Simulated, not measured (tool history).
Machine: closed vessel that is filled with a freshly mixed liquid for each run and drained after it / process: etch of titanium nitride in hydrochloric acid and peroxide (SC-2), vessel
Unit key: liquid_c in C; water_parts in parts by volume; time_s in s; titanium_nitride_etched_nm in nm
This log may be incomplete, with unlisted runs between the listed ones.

run,hour,liquid_c,water_parts,time_s,titanium_nitride_etched_nm
1,0,48,6,350,11.151
2,2.9,48,4.5,350,13.602
3,12,53.5,4.5,350,19.62
4,15.6,49,4.5,350,14.56
5,22,46,4.5,350,11.886
6,26.2,44,4.5,350,10.348
7,29.6,42.5,4.5,350,9.3327
8,37.9,41.5,4.5,350,8.812

Run 9 is up next; what results do you expect?
9,40,39,4.5,350,?

Run 9 gave titanium_nitride_etched_nm 7.2849 nm.
